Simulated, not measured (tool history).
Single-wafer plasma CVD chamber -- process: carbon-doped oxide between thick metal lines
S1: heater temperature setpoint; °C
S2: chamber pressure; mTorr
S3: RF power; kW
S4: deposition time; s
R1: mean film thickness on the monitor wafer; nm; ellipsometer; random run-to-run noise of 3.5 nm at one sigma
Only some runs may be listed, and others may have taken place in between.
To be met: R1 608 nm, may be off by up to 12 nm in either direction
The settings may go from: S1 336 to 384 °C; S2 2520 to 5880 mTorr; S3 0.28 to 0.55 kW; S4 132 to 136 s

run 1 day=0 | S1=360 S2=4200 S3=0.415 S4=132 | R1=540.85
run 2 day=0.079 | S1=360 S2=4200 S3=0.415 S4=136 | R1=559.02
run 3 day=0.329 | S1=359 S2=4300 S3=0.42 S4=136 | R1=569.93
run 4 day=0.638 | S1=359 S2=4300 S3=0.42 S4=132 | R1=544.91
run 5 day=0.696 | S1=359 S2=4300 S3=0.42 S4=136 | R1=567.04
run 6 day=0.854 | S1=358 S2=4380 S3=0.425 S4=136 | R1=569.32
run 7 day=1.208 | S1=358 S2=4380 S3=0.43 S4=136 | R1=584.8
-- day=1.275 thermocouple changed; heater temperature recalibrated
run 8 day=1.275 | S1=353 S2=4860 S3=0.44 S4=136 | R1=623.06

Pick the move, out of 5, that brings all results within their allowed miss; only one does.
run A day=1.342 | S1=356 S2=4860 S3=0.425 S4=132 | R1=?
run B day=1.342 | S1=349 S2=4750 S3=0.465 S4=136 | R1=?
run C day=1.342 | S1=351 S2=5040 S3=0.42 S4=132 | R1=?
run D day=1.342 | S1=353 S2=4350 S3=0.415 S4=135 | R1=?
run E day=1.342 | S1=361 S2=5210 S3=0.43 S4=136 | R1=?

move=A R1=582.42
move=B R1=656.15
move=C R1=586.35
move=D R1=573.19
move=E R1=608.31
A: pushes the last run's worst result past its target
B: misses by more than the last run did
C: pushes the last run's worst result past its target
D: pushes the last run's worst result past its target
E: hits every target within its allowed miss
Go with E: it meets all targets.
